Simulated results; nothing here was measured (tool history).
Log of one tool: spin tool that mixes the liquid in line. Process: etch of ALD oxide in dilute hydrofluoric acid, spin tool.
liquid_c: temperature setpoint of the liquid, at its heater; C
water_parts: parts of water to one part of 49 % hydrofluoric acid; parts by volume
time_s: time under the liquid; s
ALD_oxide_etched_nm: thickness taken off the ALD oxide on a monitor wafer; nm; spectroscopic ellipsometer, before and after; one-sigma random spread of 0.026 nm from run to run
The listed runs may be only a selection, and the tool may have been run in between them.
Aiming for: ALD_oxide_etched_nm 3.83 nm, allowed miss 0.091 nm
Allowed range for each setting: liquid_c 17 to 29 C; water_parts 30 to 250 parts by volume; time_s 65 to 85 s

run,hour,liquid_c,water_parts,time_s,ALD_oxide_etched_nm
1,0,21,140,85,6.1277
2,4.3,24,140,85,6.8687
3,12.4,24,90,85,11.351
4,16.6,24,90,65,8.7116
5,19.3,22,110,65,6.425
6,21.4,24.5,110,65,7.007
7,26.9,23,125,65,5.7547
8,27.5,21.5,130,65,5.2228
9,33.1,20,135,65,4.6861
10,37.9,20,135,65,4.627
11,45,19,135,65,4.5014
# hour 50.8: hydrofluoric acid flow meter replaced
12,50.8,19,135,65,4.8333
13,57.1,18.5,140,65,4.5527
14,58.8,18,145,65,4.2791
15,66.1,17.5,150,65,4.0976

Exactly one of the 4 candidate moves below puts every result within its allowed miss. Which one?
A,73.4,17,175,75,?
B,73.4,17,145,70,?
C,73.4,17,165,80,?
D,73.4,19.5,190,80,?

move,ALD_oxide_etched_nm
A,3.8578
B,4.4723
C,4.4059
D,4.1262
A: every result lands within tolerance
B: its largest miss is bigger than the last run's
C: its largest miss is bigger than the last run's
D: its largest miss is bigger than the last run's
Answer: A
